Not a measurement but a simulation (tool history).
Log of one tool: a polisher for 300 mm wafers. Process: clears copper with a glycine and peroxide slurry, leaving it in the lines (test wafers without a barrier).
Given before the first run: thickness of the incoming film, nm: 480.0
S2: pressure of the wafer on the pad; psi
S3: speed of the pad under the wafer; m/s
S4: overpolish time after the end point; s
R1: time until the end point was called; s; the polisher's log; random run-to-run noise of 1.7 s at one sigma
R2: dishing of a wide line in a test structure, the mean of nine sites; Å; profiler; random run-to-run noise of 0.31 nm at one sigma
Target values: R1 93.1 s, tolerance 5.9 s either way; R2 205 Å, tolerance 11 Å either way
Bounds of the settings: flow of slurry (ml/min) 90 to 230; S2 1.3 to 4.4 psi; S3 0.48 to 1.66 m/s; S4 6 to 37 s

{"run": 1, "hour": 0.0, "flow of slurry (ml/min)": 150, "S2": 2.8, "S3": 1.06, "S4": 19, "R1": 84.457, "R2": 412.62}
{"run": 2, "hour": 7.9, "flow of slurry (ml/min)": 170, "S2": 2.8, "S3": 1.06, "S4": 19, "R1": 84.987, "R2": 403.62}
{"run": 3, "hour": 16.1, "flow of slurry (ml/min)": 180, "S2": 2.5, "S3": 1.12, "S4": 17, "R1": 87.845, "R2": 376.88}
{"run": 4, "hour": 21.1, "flow of slurry (ml/min)": 180, "S2": 2.5, "S3": 1.12, "S4": 23, "R1": 88.445, "R2": 422.79}
{"hour": 23.8, "done": "head pressure recalibrated"}
{"run": 5, "hour": 23.8, "flow of slurry (ml/min)": 190, "S2": 2.3, "S3": 1.16, "S4": 20, "R1": 81.701, "R2": 404.53}
{"run": 6, "hour": 24.4, "flow of slurry (ml/min)": 195, "S2": 2.1, "S3": 1.14, "S4": 18, "R1": 86.808, "R2": 376.37}
{"run": 7, "hour": 25.3, "flow of slurry (ml/min)": 200, "S2": 2, "S3": 1.12, "S4": 16, "R1": 91.335, "R2": 355.98}
{"run": 8, "hour": 28.5, "flow of slurry (ml/min)": 205, "S2": 1.9, "S3": 1.12, "S4": 14, "R1": 98.44, "R2": 334.46}
{"run": 9, "hour": 34.5, "flow of slurry (ml/min)": 210, "S2": 1.8, "S3": 1.14, "S4": 13, "R1": 99.913, "R2": 312.29}
{"run": 10, "hour": 40.2, "flow of slurry (ml/min)": 230, "S2": 1.3, "S3": 1.44, "S4": 6, "R1": 108.82, "R2": 179.13}
{"run": 11, "hour": 47.8, "flow of slurry (ml/min)": 230, "S2": 1.4, "S3": 1.44, "S4": 6, "R1": 99.185, "R2": 184.55}
{"run": 12, "hour": 55.9, "flow of slurry (ml/min)": 230, "S2": 1.4, "S3": 1.42, "S4": 6, "R1": 100.52, "R2": 188.46}

Which single option among these 4 for the next run brings every result within its allowed miss of target? Just one does.
{"run": "A", "hour": 64.0, "flow of slurry (ml/min)": 230, "S2": 1.7, "S3": 1.3, "S4": 8, "R1": "?", "R2": "?"}
{"run": "B", "hour": 64.0, "flow of slurry (ml/min)": 225, "S2": 1.4, "S3": 1.66, "S4": 7, "R1": "?", "R2": "?"}
{"run": "C", "hour": 64.0, "flow of slurry (ml/min)": 225, "S2": 1.7, "S3": 1.04, "S4": 9, "R1": "?", "R2": "?"}
{"run": "D", "hour": 64.0, "flow of slurry (ml/min)": 170, "S2": 2.4, "S3": 0.98, "S4": 6, "R1": "?", "R2": "?"}

move=A R1=92.692 R2=243.22
move=B R1=90.539 R2=223.12
move=C R1=108.61 R2=239.61
move=D R1=89.575 R2=206.28
A: the result that was furthest off in the last run now lies on the other side of its target
B: the result that was furthest off in the last run now lies on the other side of its target
C: the result that was furthest off in the last run now lies on the other side of its target
D: meets every target
D is the move that brings every result within its allowed miss.
